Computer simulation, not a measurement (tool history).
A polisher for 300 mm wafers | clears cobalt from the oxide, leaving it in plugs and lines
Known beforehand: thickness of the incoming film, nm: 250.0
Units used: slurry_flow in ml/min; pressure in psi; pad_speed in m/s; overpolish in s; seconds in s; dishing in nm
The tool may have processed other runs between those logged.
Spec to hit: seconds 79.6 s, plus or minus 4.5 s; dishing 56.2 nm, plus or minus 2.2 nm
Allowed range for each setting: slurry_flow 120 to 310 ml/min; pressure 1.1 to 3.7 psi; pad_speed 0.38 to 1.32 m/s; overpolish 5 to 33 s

{"run": 1, "hour": 0.0, "slurry_flow": 200, "pressure": 2.4, "pad_speed": 0.84, "overpolish": 17, "seconds": 52.562, "dishing": 54.293}
{"run": 2, "hour": 8.0, "slurry_flow": 200, "pressure": 2.4, "pad_speed": 0.84, "overpolish": 11, "seconds": 50.999, "dishing": 40.585}
{"run": 3, "hour": 12.9, "slurry_flow": 200, "pressure": 2.2, "pad_speed": 0.84, "overpolish": 14, "seconds": 54.998, "dishing": 45.282}
{"run": 4, "hour": 20.8, "slurry_flow": 200, "pressure": 1.7, "pad_speed": 0.84, "overpolish": 14, "seconds": 70.513, "dishing": 39.367}
{"run": 5, "hour": 27.4, "slurry_flow": 200, "pressure": 1.6, "pad_speed": 0.84, "overpolish": 16, "seconds": 75.22, "dishing": 40.878}
{"run": 6, "hour": 33.2, "slurry_flow": 200, "pressure": 1.6, "pad_speed": 0.84, "overpolish": 18, "seconds": 75.674, "dishing": 43.873}
{"run": 7, "hour": 39.6, "slurry_flow": 200, "pressure": 1.6, "pad_speed": 0.84, "overpolish": 20, "seconds": 75.017, "dishing": 47.473}
{"run": 8, "hour": 42.1, "slurry_flow": 200, "pressure": 1.6, "pad_speed": 0.84, "overpolish": 21, "seconds": 74.375, "dishing": 49.56}
{"run": 9, "hour": 50.2, "slurry_flow": 200, "pressure": 1.6, "pad_speed": 0.84, "overpolish": 22, "seconds": 75.536, "dishing": 50.436}
{"run": 10, "hour": 59.0, "slurry_flow": 200, "pressure": 1.6, "pad_speed": 0.84, "overpolish": 23, "seconds": 74.427, "dishing": 51.908}
{"run": 11, "hour": 67.1, "slurry_flow": 200, "pressure": 1.6, "pad_speed": 0.84, "overpolish": 23, "seconds": 73.398, "dishing": 52.287}
{"run": 12, "hour": 69.3, "slurry_flow": 200, "pressure": 1.6, "pad_speed": 0.84, "overpolish": 24, "seconds": 74.07, "dishing": 52.673}
{"run": 13, "hour": 77.4, "slurry_flow": 195, "pressure": 1.4, "pad_speed": 0.84, "overpolish": 28, "seconds": 84.279, "dishing": 54.008}
{"run": 14, "hour": 83.2, "slurry_flow": 200, "pressure": 1.4, "pad_speed": 0.84, "overpolish": 28, "seconds": 85.008, "dishing": 53.632}

Consider the 4 candidate settings below. Which is the only one whose results all fall within their allowed miss of target?
{"run": "A", "hour": 89.0, "slurry_flow": 230, "pressure": 1.5, "pad_speed": 0.84, "overpolish": 32, "seconds": "?", "dishing": "?"}
{"run": "B", "hour": 89.0, "slurry_flow": 145, "pressure": 1.7, "pad_speed": 0.76, "overpolish": 29, "seconds": "?", "dishing": "?"}
{"run": "C", "hour": 89.0, "slurry_flow": 180, "pressure": 1.2, "pad_speed": 0.98, "overpolish": 27, "seconds": "?", "dishing": "?"}
{"run": "D", "hour": 89.0, "slurry_flow": 190, "pressure": 1.1, "pad_speed": 0.98, "overpolish": 32, "seconds": "?", "dishing": "?"}

move=A seconds=80.105 dishing=60.995
move=B seconds=81.68 dishing=57.342
move=C seconds=88.726 dishing=52.578
move=D seconds=95.695 dishing=55.586
A: puts the biggest miss on target and leaves a different result outside tolerance
B: all results in spec
C: its largest miss is bigger than the last run's
D: its largest miss is bigger than the last run's
Go with B: it meets all targets.

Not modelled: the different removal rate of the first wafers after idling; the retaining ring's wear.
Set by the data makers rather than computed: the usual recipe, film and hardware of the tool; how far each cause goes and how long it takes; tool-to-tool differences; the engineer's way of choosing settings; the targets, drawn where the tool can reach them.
